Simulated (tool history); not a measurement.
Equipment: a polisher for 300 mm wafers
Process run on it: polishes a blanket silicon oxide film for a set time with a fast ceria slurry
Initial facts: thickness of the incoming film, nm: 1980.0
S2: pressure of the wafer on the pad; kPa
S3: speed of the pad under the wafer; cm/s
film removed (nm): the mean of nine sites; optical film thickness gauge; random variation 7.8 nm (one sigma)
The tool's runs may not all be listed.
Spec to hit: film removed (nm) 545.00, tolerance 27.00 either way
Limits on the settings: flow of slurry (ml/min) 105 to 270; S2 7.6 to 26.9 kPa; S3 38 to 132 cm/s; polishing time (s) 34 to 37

Run 1, hour 0.0: flow of slurry (ml/min) 175, S2 17.2 kPa, S3 84 cm/s, polishing time (s) 37. Result: film removed (nm) 364.50.
Run 2, hour 3.7: flow of slurry (ml/min) 175, S2 15.9 kPa, S3 84 cm/s, polishing time (s) 37. Result: film removed (nm) 349.94.
Run 3, hour 7.5: flow of slurry (ml/min) 175, S2 15.9 kPa, S3 76 cm/s, polishing time (s) 37. Result: film removed (nm) 316.78.
Run 4, hour 14.9: flow of slurry (ml/min) 175, S2 15.9 kPa, S3 76 cm/s, polishing time (s) 34. Result: film removed (nm) 288.79.
Run 5, hour 22.1: flow of slurry (ml/min) 205, S2 15.9 kPa, S3 76 cm/s, polishing time (s) 34. Result: film removed (nm) 292.20.
At hour 26.8: head pressure recalibrated.
Run 6, hour 26.8: flow of slurry (ml/min) 205, S2 15.9 kPa, S3 76 cm/s, polishing time (s) 37. Result: film removed (nm) 352.56.
Run 7, hour 27.8: flow of slurry (ml/min) 215, S2 16.5 kPa, S3 76 cm/s, polishing time (s) 37. Result: film removed (nm) 358.41.
Run 8, hour 28.5: flow of slurry (ml/min) 220, S2 17.2 kPa, S3 76 cm/s, polishing time (s) 37. Result: film removed (nm) 375.90.
Run 9, hour 32.5: flow of slurry (ml/min) 225, S2 17.9 kPa, S3 76 cm/s, polishing time (s) 37. Result: film removed (nm) 400.53.
Run 10, hour 36.3: flow of slurry (ml/min) 230, S2 18.6 kPa, S3 76 cm/s, polishing time (s) 37. Result: film removed (nm) 412.61.
Run 11, hour 41.3: flow of slurry (ml/min) 235, S2 19.3 kPa, S3 76 cm/s, polishing time (s) 37. Result: film removed (nm) 424.66.
Run 12, hour 48.1: flow of slurry (ml/min) 240, S2 20.0 kPa, S3 76 cm/s, polishing time (s) 37. Result: film removed (nm) 434.89.
Run 13, hour 56.2: flow of slurry (ml/min) 240, S2 20.7 kPa, S3 76 cm/s, polishing time (s) 37. Result: film removed (nm) 460.19.
Run 14, hour 63.3: flow of slurry (ml/min) 240, S2 21.4 kPa, S3 76 cm/s, polishing time (s) 37. Result: film removed (nm) 479.88.
Run 15, hour 69.4: flow of slurry (ml/min) 250, S2 22.8 kPa, S3 76 cm/s, polishing time (s) 37. Result: film removed (nm) 505.78.

4 candidate next runs follow, results not yet known. Just one meets every target within its allowed miss. Identify it.
Run A, hour 75.5: flow of slurry (ml/min) 245, S2 24.8 kPa, S3 80 cm/s, polishing time (s) 35. Result: film removed (nm) ?.
Run B, hour 75.5: flow of slurry (ml/min) 245, S2 22.1 kPa, S3 80 cm/s, polishing time (s) 35. Result: film removed (nm) ?.
Run C, hour 75.5: flow of slurry (ml/min) 225, S2 22.1 kPa, S3 74 cm/s, polishing time (s) 34. Result: film removed (nm) ?.
Run D, hour 75.5: flow of slurry (ml/min) 225, S2 22.8 kPa, S3 76 cm/s, polishing time (s) 37. Result: film removed (nm) ?.

move  film removed (nm)
   A             530.71
   B             472.98
   C             424.95
   D             487.80
A: all results in spec
B: the biggest miss grows against the last run
C: the biggest miss grows against the last run
D: the biggest miss grows against the last run
The move that meets every target is A.
